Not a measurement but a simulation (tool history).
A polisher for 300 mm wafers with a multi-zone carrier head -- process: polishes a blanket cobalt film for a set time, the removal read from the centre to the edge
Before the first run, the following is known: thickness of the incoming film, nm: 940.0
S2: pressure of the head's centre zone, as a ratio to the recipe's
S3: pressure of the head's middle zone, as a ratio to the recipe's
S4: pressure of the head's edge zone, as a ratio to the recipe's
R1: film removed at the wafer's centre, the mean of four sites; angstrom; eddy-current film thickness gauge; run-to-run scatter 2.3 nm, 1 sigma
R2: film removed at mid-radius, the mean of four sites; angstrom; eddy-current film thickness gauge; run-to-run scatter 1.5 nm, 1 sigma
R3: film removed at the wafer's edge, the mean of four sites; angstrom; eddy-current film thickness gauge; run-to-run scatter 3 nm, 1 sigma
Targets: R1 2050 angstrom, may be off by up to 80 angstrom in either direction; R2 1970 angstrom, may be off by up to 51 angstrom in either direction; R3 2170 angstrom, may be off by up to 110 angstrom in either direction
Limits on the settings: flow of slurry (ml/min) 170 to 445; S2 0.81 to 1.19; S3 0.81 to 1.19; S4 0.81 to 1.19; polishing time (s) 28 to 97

{"run": 1, "hour": 0.0, "flow of slurry (ml/min)": 285, "S2": 1, "S3": 1, "S4": 1, "polishing time (s)": 62, "R1": 2349.6, "R2": 2315.7, "R3": 2322}
{"run": 2, "hour": 6.3, "flow of slurry (ml/min)": 325, "S2": 1, "S3": 1, "S4": 1, "polishing time (s)": 62, "R1": 2382, "R2": 2353.8, "R3": 2338.8}
{"run": 3, "hour": 8.3, "flow of slurry (ml/min)": 320, "S2": 0.99, "S3": 0.98, "S4": 0.99, "polishing time (s)": 62, "R1": 2326.3, "R2": 2325.1, "R3": 2376}
{"run": 4, "hour": 13.0, "flow of slurry (ml/min)": 315, "S2": 0.99, "S3": 0.97, "S4": 0.98, "polishing time (s)": 61, "R1": 2292.5, "R2": 2296.3, "R3": 2311.8}
{"run": 5, "hour": 18.9, "flow of slurry (ml/min)": 270, "S2": 0.99, "S3": 0.97, "S4": 0.98, "polishing time (s)": 61, "R1": 2282.6, "R2": 2233.4, "R3": 2230.7}
{"run": 6, "hour": 26.4, "flow of slurry (ml/min)": 270, "S2": 0.94, "S3": 0.97, "S4": 0.98, "polishing time (s)": 61, "R1": 2245.2, "R2": 2248, "R3": 2279.1}
{"run": 7, "hour": 28.7, "flow of slurry (ml/min)": 270, "S2": 0.93, "S3": 0.96, "S4": 0.98, "polishing time (s)": 60, "R1": 2142.8, "R2": 2197.5, "R3": 2236.8}
{"run": 8, "hour": 37.4, "flow of slurry (ml/min)": 270, "S2": 0.93, "S3": 0.96, "S4": 0.98, "polishing time (s)": 60, "R1": 2154.4, "R2": 2199.6, "R3": 2249.8}
{"run": 9, "hour": 44.9, "flow of slurry (ml/min)": 265, "S2": 0.93, "S3": 0.95, "S4": 0.98, "polishing time (s)": 60, "R1": 2126.9, "R2": 2167.4, "R3": 2203.2}
{"run": 10, "hour": 46.9, "flow of slurry (ml/min)": 260, "S2": 0.93, "S3": 0.94, "S4": 0.99, "polishing time (s)": 60, "R1": 2138.6, "R2": 2114.6, "R3": 2182.8}
{"run": 11, "hour": 49.6, "flow of slurry (ml/min)": 260, "S2": 0.93, "S3": 0.94, "S4": 0.99, "polishing time (s)": 60, "R1": 2113.7, "R2": 2151.4, "R3": 2201.1}
{"run": 12, "hour": 51.2, "flow of slurry (ml/min)": 260, "S2": 0.93, "S3": 0.92, "S4": 1, "polishing time (s)": 60, "R1": 2111.3, "R2": 2118.6, "R3": 2286.1}
{"run": 13, "hour": 52.7, "flow of slurry (ml/min)": 255, "S2": 0.93, "S3": 0.91, "S4": 1, "polishing time (s)": 60, "R1": 2150.1, "R2": 2149.1, "R3": 2305.7}
{"run": 14, "hour": 59.8, "flow of slurry (ml/min)": 250, "S2": 0.93, "S3": 0.9, "S4": 1, "polishing time (s)": 60, "R1": 2157.5, "R2": 2101.5, "R3": 2223.9}
{"run": 15, "hour": 68.0, "flow of slurry (ml/min)": 245, "S2": 0.92, "S3": 0.89, "S4": 1, "polishing time (s)": 60, "R1": 2088.4, "R2": 2059, "R3": 2194.1}
{"run": 16, "hour": 70.8, "flow of slurry (ml/min)": 240, "S2": 0.92, "S3": 0.88, "S4": 1, "polishing time (s)": 60, "R1": 2120.9, "R2": 2070.4, "R3": 2275.1}
{"run": 17, "hour": 72.0, "flow of slurry (ml/min)": 235, "S2": 0.92, "S3": 0.88, "S4": 1, "polishing time (s)": 60, "R1": 2066.1, "R2": 2043.2, "R3": 2231.2}
{"run": 18, "hour": 77.2, "flow of slurry (ml/min)": 230, "S2": 0.92, "S3": 0.88, "S4": 1, "polishing time (s)": 60, "R1": 2115.5, "R2": 2063.2, "R3": 2219.9}
{"run": 19, "hour": 78.8, "flow of slurry (ml/min)": 230, "S2": 0.92, "S3": 0.87, "S4": 1, "polishing time (s)": 60, "R1": 2109.3, "R2": 2049.8, "R3": 2253.5}

5 next moves are on the table. One of them brings every result within its allowed miss. Which?
{"run": "A", "hour": 80.4, "flow of slurry (ml/min)": 170, "S2": 0.94, "S3": 0.88, "S4": 1.06, "polishing time (s)": 59, "R1": "?", "R2": "?", "R3": "?"}
{"run": "B", "hour": 80.4, "flow of slurry (ml/min)": 260, "S2": 0.9, "S3": 0.89, "S4": 0.97, "polishing time (s)": 61, "R1": "?", "R2": "?", "R3": "?"}
{"run": "C", "hour": 80.4, "flow of slurry (ml/min)": 275, "S2": 0.85, "S3": 0.82, "S4": 1.08, "polishing time (s)": 63, "R1": "?", "R2": "?", "R3": "?"}
{"run": "D", "hour": 80.4, "flow of slurry (ml/min)": 215, "S2": 0.91, "S3": 1.01, "S4": 0.94, "polishing time (s)": 57, "R1": "?", "R2": "?", "R3": "?"}
{"run": "E", "hour": 80.4, "flow of slurry (ml/min)": 230, "S2": 0.88, "S3": 0.94, "S4": 0.99, "polishing time (s)": 62, "R1": "?", "R2": "?", "R3": "?"}

move=A R1=2029 R2=1959.1 R3=2168.3
move=B R1=2097 R2=2105.2 R3=2237.4
move=C R1=2075.4 R2=2082.3 R3=2393.2
move=D R1=1948.3 R2=2093.5 R3=2048.4
move=E R1=2072.5 R2=2190.9 R3=2270.8
A: each result inside its tolerance
B: lands further from the targets than the last run did
C: lands further from the targets than the last run did
D: lands further from the targets than the last run did
E: lands further from the targets than the last run did
Correct choice: A, which meets every target
